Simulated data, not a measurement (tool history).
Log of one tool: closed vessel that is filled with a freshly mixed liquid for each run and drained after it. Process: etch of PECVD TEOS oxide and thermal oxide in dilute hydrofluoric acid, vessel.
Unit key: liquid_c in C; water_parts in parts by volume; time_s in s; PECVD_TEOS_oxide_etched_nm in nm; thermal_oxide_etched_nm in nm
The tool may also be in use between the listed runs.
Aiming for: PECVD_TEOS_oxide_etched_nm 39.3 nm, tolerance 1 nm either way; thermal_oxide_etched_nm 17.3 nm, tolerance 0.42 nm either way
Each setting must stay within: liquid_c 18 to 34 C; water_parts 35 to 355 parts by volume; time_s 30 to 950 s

run	day	liquid_c	water_parts	time_s	PECVD_TEOS_oxide_etched_nm	thermal_oxide_etched_nm
1	0	26	195	485	26.199	11.581
2	0.242	28.5	190	485	29.741	13.097
3	0.408	28.5	225	485	24.111	10.631
4	0.704	28.5	295	485	17.145	7.3804
5	0.825	30	260	485	20.862	9.1951
6	1.025	28.5	260	485	19.94	8.7405
7	1.092	30	235	485	23.809	10.439
8	1.288	31	215	485	27.784	12.193

Which one of the following 4 next-run settings gets every result inside its allowed miss? There is exactly one.
A	1.483	34	295	585	?	?
B	1.483	31.5	225	355	?	?
C	1.483	30.5	190	630	?	?
D	1.483	32.5	265	855	?	?

move	PECVD_TEOS_oxide_etched_nm	thermal_oxide_etched_nm
A	24.409	10.746
B	19.512	8.5902
C	41.397	18.225
D	39.272	17.29
A: the biggest miss grows against the last run
B: the biggest miss grows against the last run
C: pushes the last run's worst result past its target
D: meets every target
The right move is D.
